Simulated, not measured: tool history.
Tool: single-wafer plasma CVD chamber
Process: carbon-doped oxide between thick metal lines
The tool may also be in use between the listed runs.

run,hour,heater temperature setpoint (°C),chamber pressure (Torr),RF power (W),deposition time (s),mean film thickness on the monitor wafer (angstrom)
1,0,350,4.37,395,258,10806
2,5.3,350,4.37,395,258,10731
3,6,355,4.06,390,258,10477
4,9.8,358,3.78,385,258,10158
5,12.8,358,3.78,345,258,9304.6
6,19,349,3.78,345,258,9532.5

Run 7 comes next. What will it give?
7,19.7,347,3.88,345,258,?

mean film thickness on the monitor wafer (angstrom): 9551.5

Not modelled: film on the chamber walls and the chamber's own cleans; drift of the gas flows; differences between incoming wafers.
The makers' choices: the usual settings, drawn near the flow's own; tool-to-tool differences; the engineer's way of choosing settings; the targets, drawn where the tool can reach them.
